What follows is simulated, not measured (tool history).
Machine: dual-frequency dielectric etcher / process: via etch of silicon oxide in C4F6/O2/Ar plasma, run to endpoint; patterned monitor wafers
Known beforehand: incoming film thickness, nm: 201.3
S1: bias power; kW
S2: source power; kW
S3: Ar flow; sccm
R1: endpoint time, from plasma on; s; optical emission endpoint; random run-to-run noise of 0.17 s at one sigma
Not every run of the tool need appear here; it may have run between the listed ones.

| run | hour | S1 | S2 | S3 | R1 |
|---|---|---|---|---|---|
| 1 | 0.0 | 0.485 | 0.450 | 376 | 44.915 |
| 2 | 5.0 | 0.529 | 0.460 | 375 | 43.361 |
| 3 | 9.4 | 0.562 | 0.470 | 373 | 42.519 |
| 4 | 16.6 | 0.586 | 0.490 | 369 | 41.106 |
| 5 | 20.3 | 0.586 | 0.490 | 327 | 40.647 |
| 6 | 21.1 | 0.586 | 0.430 | 327 | 42.038 |
| 7 | 27.3 | 0.607 | 0.440 | 323 | 41.565 |
| 8 | 34.0 | 0.623 | 0.450 | 320 | 40.632 |
| 9 | 38.2 | 0.636 | 0.460 | 318 | 39.925 |

For run 10, what comes out?
| 10 | 45.0 | 0.646 | 0.460 | 317 | ? |

R1: 39.708 s

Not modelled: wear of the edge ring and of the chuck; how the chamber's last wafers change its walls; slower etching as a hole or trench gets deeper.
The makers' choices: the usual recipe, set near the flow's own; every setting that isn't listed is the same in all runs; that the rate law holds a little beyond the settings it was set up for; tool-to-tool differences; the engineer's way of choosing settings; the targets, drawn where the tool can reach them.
